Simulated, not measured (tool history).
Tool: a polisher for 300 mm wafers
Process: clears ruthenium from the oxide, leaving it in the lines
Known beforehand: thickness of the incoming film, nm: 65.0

run	hour	flow of slurry (ml/min)	pressure of the wafer on the pad (psi)	speed of the pad under the wafer (m/s)	overpolish time after the end point (s)	time until the end point was called (s)
1	0.0	275	1.4	1.12	26	88.703
2	5.6	210	1.4	1.12	26	92.013
3	8.1	210	1.5	1.12	26	86.654
4	9.1	210	1.5	0.96	26	98.245
5	14.8	220	1.6	0.96	26	92.836
6	18.0	220	1.4	0.96	26	102.490
7	19.2	225	1.5	0.96	26	96.808

Forecast run 8:
8	20.3	235	1.6	0.96	26	?

time until the end point was called (s): 92.750

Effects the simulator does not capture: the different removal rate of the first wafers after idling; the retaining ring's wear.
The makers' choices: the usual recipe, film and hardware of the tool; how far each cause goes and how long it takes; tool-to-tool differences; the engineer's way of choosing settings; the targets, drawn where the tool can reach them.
